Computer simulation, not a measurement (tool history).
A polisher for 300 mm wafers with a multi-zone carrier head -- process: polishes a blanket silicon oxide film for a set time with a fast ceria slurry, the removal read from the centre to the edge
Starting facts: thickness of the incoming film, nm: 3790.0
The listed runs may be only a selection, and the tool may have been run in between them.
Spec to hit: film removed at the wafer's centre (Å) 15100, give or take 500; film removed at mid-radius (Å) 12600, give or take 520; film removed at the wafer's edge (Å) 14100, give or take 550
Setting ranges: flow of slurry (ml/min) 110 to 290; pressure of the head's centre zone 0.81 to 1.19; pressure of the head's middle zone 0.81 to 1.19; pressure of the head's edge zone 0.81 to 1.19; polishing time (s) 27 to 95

run    day  flow of slurry (ml/min)  pressure of the head's centre zone  pressure of the head's middle zone  pressure of the head's edge zone  polishing time (s)  film removed at the wafer's centre (Å)  film removed at mid-radius (Å)  film removed at the wafer's edge (Å)
  1      0                      185                                   1                                   1                                 1                  61                                   10797                           11219                                 11061
  2  0.142                      185                                1.04                                   1                                 1                  61                                   11349                           11072                                 11381
  3  0.221                      190                                1.06                                1.01                              1.01                  61                                   11760                           11543                                 11231
  4  0.467                      190                                 1.1                                1.01                              1.01                  61                                   11975                           11210                                 11576
  5  0.538                      190                                1.06                                1.01                              1.01                  61                                   11694                           11122                                 11440
  6  0.833                      190                                1.06                                1.01                              1.01                  75                                   14158                           13966                                 13794
  7   1.15                      190                                1.07                                   1                              1.01                  75                                   14681                           13788                                 13747
  8    1.2                      190                                1.07                                0.99                              1.02                  75                                   14412                           13538                                 13994
  9  1.267                      190                                1.08                                0.98                              1.02                  75                                   14426                           13768                                 14056
 10  1.504                      190                                1.08                                0.98                              1.02                  75                                   14727                           13596                                 14043

Which one of the following 5 next-run settings gets every result inside its allowed miss? There is exactly one.
  A  1.742                      175                                1.07                                0.99                              0.93                  79                                       ?                               ?                                     ?
  B  1.742                      170                                1.15                                0.83                              1.03                  69                                       ?                               ?                                     ?
  C  1.742                      205                                1.06                                0.98                              0.98                  76                                       ?                               ?                                     ?
  D  1.742                      165                                1.06                                1.16                              0.96                  78                                       ?                               ?                                     ?
  E  1.742                      160                                1.18                                0.96                              1.11                  73                                       ?                               ?                                     ?

move  film removed at the wafer's centre (Å)  film removed at mid-radius (Å)  film removed at the wafer's edge (Å)
   A                                   15080                           14350                                 14008
   B                                   14069                           11458                                 12813
   C                                   14800                           14102                                 14084
   D                                   14577                           15209                                 13907
   E                                   15081                           12827                                 13937
A: the biggest miss grows against the last run
B: takes the biggest miss from the last run beyond its target
C: the biggest miss grows against the last run
D: the biggest miss grows against the last run
E: in spec on every target
The right move is E.

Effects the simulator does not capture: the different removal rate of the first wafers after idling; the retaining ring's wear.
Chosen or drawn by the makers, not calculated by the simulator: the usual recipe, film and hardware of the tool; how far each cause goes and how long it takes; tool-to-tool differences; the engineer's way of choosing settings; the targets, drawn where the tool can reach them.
